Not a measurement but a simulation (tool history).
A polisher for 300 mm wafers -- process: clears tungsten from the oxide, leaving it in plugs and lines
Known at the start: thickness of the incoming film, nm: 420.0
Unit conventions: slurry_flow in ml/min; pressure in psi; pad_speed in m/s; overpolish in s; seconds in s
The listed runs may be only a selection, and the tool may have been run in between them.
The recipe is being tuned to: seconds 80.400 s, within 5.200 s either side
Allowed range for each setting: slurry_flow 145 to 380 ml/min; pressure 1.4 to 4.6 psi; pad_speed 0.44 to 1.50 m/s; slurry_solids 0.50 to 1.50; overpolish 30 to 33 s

run 1 day=0.000 | slurry_flow=245 pressure=3.0 pad_speed=0.96 slurry_solids=1.00 overpolish=30 | seconds=124.020
run 2 day=0.146 | slurry_flow=245 pressure=3.0 pad_speed=0.82 slurry_solids=1.00 overpolish=30 | seconds=129.390
run 3 day=0.317 | slurry_flow=245 pressure=3.0 pad_speed=0.72 slurry_solids=1.00 overpolish=30 | seconds=146.310
run 4 day=0.625 | slurry_flow=245 pressure=3.2 pad_speed=0.74 slurry_solids=1.00 overpolish=30 | seconds=136.500
run 5 day=0.908 | slurry_flow=245 pressure=3.2 pad_speed=0.74 slurry_solids=1.20 overpolish=30 | seconds=128.940
run 6 day=1.050 | slurry_flow=245 pressure=3.2 pad_speed=0.54 slurry_solids=1.20 overpolish=30 | seconds=153.980
run 7 day=1.321 | slurry_flow=245 pressure=3.4 pad_speed=0.58 slurry_solids=1.20 overpolish=30 | seconds=141.040
run 8 day=1.600 | slurry_flow=245 pressure=3.6 pad_speed=0.62 slurry_solids=1.20 overpolish=30 | seconds=130.910

Of the 5 settings listed for the next run, only one would bring every result within its allowed miss of target. Which one?
run A day=1.879 | slurry_flow=250 pressure=3.5 pad_speed=1.00 slurry_solids=1.15 overpolish=30 | seconds=?
run B day=1.879 | slurry_flow=185 pressure=3.1 pad_speed=0.56 slurry_solids=0.90 overpolish=30 | seconds=?
run C day=1.879 | slurry_flow=230 pressure=3.4 pad_speed=0.44 slurry_solids=1.20 overpolish=33 | seconds=?
run D day=1.879 | slurry_flow=215 pressure=4.3 pad_speed=0.96 slurry_solids=1.30 overpolish=30 | seconds=?
run E day=1.879 | slurry_flow=245 pressure=1.9 pad_speed=0.44 slurry_solids=1.15 overpolish=33 | seconds=?

move=A seconds=95.689
move=B seconds=175.460
move=C seconds=166.290
move=D seconds=79.592
move=E seconds=292.430
A: closer than the last run, but not yet in spec
B: further off than the last run
C: further off than the last run
D: all results in spec
E: further off than the last run
Answer: D
